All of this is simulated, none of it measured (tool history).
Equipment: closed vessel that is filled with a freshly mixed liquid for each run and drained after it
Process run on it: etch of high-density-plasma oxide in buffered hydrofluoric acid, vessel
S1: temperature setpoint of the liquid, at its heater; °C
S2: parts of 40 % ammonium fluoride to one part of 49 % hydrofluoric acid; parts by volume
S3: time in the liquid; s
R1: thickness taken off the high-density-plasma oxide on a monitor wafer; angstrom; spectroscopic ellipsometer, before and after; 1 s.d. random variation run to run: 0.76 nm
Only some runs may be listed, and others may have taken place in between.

Run 1, day 0.000: S1 20.0 °C, S2 11.5 parts by volume, S3 105 s. Result: R1 1966.8 angstrom.
Run 2, day 0.079: S1 20.0 °C, S2 11.5 parts by volume, S3 105 s. Result: R1 1959.4 angstrom.
Run 3, day 0.446: S1 20.0 °C, S2 11.5 parts by volume, S3 105 s. Result: R1 1937.4 angstrom.
Run 4, day 0.521: S1 22.0 °C, S2 11.5 parts by volume, S3 105 s. Result: R1 2180.8 angstrom.
Run 5, day 0.888: S1 21.5 °C, S2 12.0 parts by volume, S3 105 s. Result: R1 2016.8 angstrom.
Run 6, day 1.083: S1 21.5 °C, S2 13.5 parts by volume, S3 105 s. Result: R1 1788.5 angstrom.
Run 7, day 1.342: S1 21.0 °C, S2 13.5 parts by volume, S3 105 s. Result: R1 1748.6 angstrom.
Run 8, day 1.546: S1 20.5 °C, S2 13.5 parts by volume, S3 105 s. Result: R1 1703.5 angstrom.
Run 9, day 1.888: S1 20.0 °C, S2 13.5 parts by volume, S3 105 s. Result: R1 1669.8 angstrom.

What will run 10 give?
Run 10, day 1.933: S1 19.5 °C, S2 13.5 parts by volume, S3 105 s. Result: R1 ?.

{"run 10": {"R1": 1637.7}}
